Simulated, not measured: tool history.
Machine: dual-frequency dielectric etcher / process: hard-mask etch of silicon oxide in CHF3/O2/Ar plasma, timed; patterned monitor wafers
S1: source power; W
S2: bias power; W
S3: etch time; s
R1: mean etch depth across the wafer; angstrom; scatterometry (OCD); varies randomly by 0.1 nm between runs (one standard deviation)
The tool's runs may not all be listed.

run 1 hour=0 | S1=830 S2=205 S3=15 | R1=335.73
run 2 hour=4.7 | S1=940 S2=205 S3=15 | R1=348.78
run 3 hour=11.8 | S1=890 S2=201 S3=15 | R1=340.44
run 4 hour=18.1 | S1=850 S2=197 S3=15 | R1=332.57
run 5 hour=23.6 | S1=850 S2=169 S3=15 | R1=315.67
run 6 hour=32.3 | S1=820 S2=168 S3=15 | R1=313.53
run 7 hour=34.6 | S1=790 S2=167 S3=15 | R1=311.95
run 8 hour=37.3 | S1=760 S2=165 S3=15 | R1=303.64
run 9 hour=41.9 | S1=740 S2=165 S3=15 | R1=301.79
run 10 hour=47.9 | S1=720 S2=165 S3=15 | R1=298.33

Expected results for the next run?
run 11 hour=50.9 | S1=710 S2=165 S3=15 | R1=?

Logged for run 11: R1 299.52 angstrom.
